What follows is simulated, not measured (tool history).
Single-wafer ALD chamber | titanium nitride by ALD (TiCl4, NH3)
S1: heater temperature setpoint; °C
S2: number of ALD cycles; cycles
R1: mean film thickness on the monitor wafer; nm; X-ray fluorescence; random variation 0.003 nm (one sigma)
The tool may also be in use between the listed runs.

Run 1, hour 0: S1 390 °C, S2 54 cycles, NH3 pulse time (s) 2.72. Result: R1 1.1916 nm.
Run 2, hour 4.4: S1 385 °C, S2 53 cycles, NH3 pulse time (s) 2.33. Result: R1 1.1568 nm.
Run 3, hour 9.7: S1 385 °C, S2 54 cycles, NH3 pulse time (s) 2.33. Result: R1 1.175 nm.
Run 4, hour 16.1: S1 385 °C, S2 54 cycles, NH3 pulse time (s) 2.87. Result: R1 1.2001 nm.
Run 5, hour 19.6: S1 385 °C, S2 53 cycles, NH3 pulse time (s) 2.45. Result: R1 1.1617 nm.
Run 6, hour 25.2: S1 378 °C, S2 53 cycles, NH3 pulse time (s) 2.45. Result: R1 1.1491 nm.
Run 7, hour 33.7: S1 376 °C, S2 53 cycles, NH3 pulse time (s) 2.21. Result: R1 1.1394 nm.
Run 8, hour 40.8: S1 374 °C, S2 53 cycles, NH3 pulse time (s) 2. Result: R1 1.1268 nm.
Run 9, hour 42.2: S1 373 °C, S2 53 cycles, NH3 pulse time (s) 1.86. Result: R1 1.1004 nm.
Run 10, hour 47.6: S1 373 °C, S2 53 cycles, NH3 pulse time (s) 1.84. Result: R1 1.1034 nm.
Run 11, hour 51.2: S1 369 °C, S2 51 cycles, NH3 pulse time (s) 1.43. Result: R1 0.9861 nm.
Run 12, hour 52.6: S1 369 °C, S2 52 cycles, NH3 pulse time (s) 1.45. Result: R1 1.0137 nm.
Run 13, hour 61.5: S1 369 °C, S2 52 cycles, NH3 pulse time (s) 1.46. Result: R1 1.0146 nm.

The next listed run, before its measurement:
Run 14, hour 68.2: S1 369 °C, S2 52 cycles, NH3 pulse time (s) 1.47. Result: R1 ?.

R1: 1.0213 nm
